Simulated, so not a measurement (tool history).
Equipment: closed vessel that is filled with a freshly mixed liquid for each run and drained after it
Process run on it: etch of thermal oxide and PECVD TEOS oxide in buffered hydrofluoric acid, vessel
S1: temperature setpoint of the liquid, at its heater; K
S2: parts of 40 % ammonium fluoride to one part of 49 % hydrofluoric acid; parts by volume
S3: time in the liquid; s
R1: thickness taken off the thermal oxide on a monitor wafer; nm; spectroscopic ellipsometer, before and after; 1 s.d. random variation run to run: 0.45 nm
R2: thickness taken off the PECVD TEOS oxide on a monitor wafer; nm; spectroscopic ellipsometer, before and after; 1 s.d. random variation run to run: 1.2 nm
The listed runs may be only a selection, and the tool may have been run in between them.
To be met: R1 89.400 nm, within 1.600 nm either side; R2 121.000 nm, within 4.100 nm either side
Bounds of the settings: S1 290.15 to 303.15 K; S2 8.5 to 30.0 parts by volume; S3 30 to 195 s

run	day	S1	S2	S3	R1	R2
1	0.000	295.15	23.0	100	49.223	66.287
2	0.208	297.65	23.0	100	57.051	76.590
3	0.417	297.65	20.5	100	60.865	82.197
4	0.642	299.65	19.5	100	71.427	97.304
5	0.812	299.65	19.5	70	49.804	66.872
6	0.946	302.15	19.5	70	57.297	78.485
7	1.254	302.65	16.0	70	70.948	95.792
8	1.392	302.65	14.5	70	77.922	105.420
9	1.725	302.65	14.0	70	80.729	112.290
10	1.850	302.65	13.5	70	84.401	112.800

Exercise: of the 4 proposed moves below, exactly one satisfies all targets within the stated allowed misses. Which move is it?
A	1.975	298.15	15.0	90	?	?
B	1.975	302.15	10.5	55	?	?
C	1.975	303.15	21.0	95	?	?
D	1.975	303.15	22.5	115	?	?

move	R1	R2
A	76.958	104.920
B	82.562	112.560
C	77.372	105.480
D	89.347	121.810
A: the biggest miss grows against the last run
B: the biggest miss grows against the last run
C: the biggest miss grows against the last run
D: all results land within tolerance of their targets
The move that meets every target is D.

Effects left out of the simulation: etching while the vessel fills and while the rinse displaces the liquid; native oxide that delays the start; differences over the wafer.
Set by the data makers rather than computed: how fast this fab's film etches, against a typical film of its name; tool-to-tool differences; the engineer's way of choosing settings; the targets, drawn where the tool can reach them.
